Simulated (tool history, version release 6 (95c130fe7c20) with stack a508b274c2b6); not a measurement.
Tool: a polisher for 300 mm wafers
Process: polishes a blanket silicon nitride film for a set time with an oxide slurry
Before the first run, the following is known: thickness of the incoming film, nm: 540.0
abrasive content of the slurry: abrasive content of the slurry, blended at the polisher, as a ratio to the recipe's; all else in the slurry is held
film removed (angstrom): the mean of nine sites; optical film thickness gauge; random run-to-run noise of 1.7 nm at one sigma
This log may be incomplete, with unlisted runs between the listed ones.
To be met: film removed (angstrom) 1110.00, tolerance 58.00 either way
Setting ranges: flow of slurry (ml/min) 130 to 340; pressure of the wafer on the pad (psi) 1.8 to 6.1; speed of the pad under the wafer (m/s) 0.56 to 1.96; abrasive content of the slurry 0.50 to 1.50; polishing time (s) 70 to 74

| run | hour | flow of slurry (ml/min) | pressure of the wafer on the pad (psi) | speed of the pad under the wafer (m/s) | abrasive content of the slurry | polishing time (s) | film removed (angstrom) |
|---|---|---|---|---|---|---|---|
| 1 | 0.0 | 220 | 3.9 | 1.26 | 1.00 | 70 | 626.81 |
| 2 | 3.1 | 220 | 3.9 | 1.26 | 1.00 | 74 | 663.48 |
| 3 | 8.3 | 220 | 3.9 | 1.06 | 1.00 | 74 | 592.91 |
| 4 | 10.4 | 220 | 4.6 | 1.10 | 1.00 | 74 | 677.25 |
| 5 | 17.9 | 220 | 3.9 | 1.10 | 1.00 | 74 | 598.42 |
| 6 | 22.5 | 220 | 4.6 | 1.20 | 1.00 | 74 | 736.28 |
| 7 | 27.8 | 220 | 5.1 | 1.26 | 1.00 | 74 | 852.71 |
| 8 | 36.4 | 220 | 5.4 | 1.30 | 1.00 | 74 | 904.50 |
| 9 | 38.0 | 220 | 5.6 | 1.34 | 1.00 | 74 | 931.82 |

Consider the 4 candidate settings below. Which is the only one whose results all fall within their allowed miss of target?
| A | 39.6 | 240 | 4.1 | 1.32 | 1.05 | 70 | ? |
| B | 39.6 | 225 | 5.7 | 1.28 | 1.20 | 72 | ? |
| C | 39.6 | 230 | 4.5 | 1.22 | 1.25 | 70 | ? |
| D | 39.6 | 200 | 6.0 | 1.44 | 1.15 | 72 | ? |

| move | film removed (angstrom) |
|---|---|
| A | 709.11 |
| B | 1004.60 |
| C | 782.14 |
| D | 1115.10 |
A: moves away from the targets compared with the last run
B: closes in on the targets versus the last run, not all within tolerance yet
C: moves away from the targets compared with the last run
D: each result inside its tolerance
The right move is D.

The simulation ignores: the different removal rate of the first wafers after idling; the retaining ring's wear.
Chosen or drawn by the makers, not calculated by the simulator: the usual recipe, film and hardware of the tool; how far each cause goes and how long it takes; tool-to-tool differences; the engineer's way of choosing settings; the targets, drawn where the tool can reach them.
